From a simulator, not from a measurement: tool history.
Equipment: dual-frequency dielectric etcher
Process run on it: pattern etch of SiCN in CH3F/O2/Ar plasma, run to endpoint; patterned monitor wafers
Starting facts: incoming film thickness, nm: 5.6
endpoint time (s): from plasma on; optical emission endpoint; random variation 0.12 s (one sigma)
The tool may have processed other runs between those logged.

run	hour	source power (W)	bias power (W)	endpoint time (s)
1	0	550	58	13.607
2	2.6	550	66	13.052
3	5.2	610	66	12.492
4	12.2	540	62	13.384
5	20.4	480	62	14.261
6	27.2	480	71	13.522
7	28.5	440	69	14.281
# hour 33.9: source power generator calibrated
8	33.9	410	68	14.869
9	37.8	390	68	15.037

Run 10 has not been measured yet. What should we expect?
10	45.8	380	68	?

endpoint time (s): 15.317

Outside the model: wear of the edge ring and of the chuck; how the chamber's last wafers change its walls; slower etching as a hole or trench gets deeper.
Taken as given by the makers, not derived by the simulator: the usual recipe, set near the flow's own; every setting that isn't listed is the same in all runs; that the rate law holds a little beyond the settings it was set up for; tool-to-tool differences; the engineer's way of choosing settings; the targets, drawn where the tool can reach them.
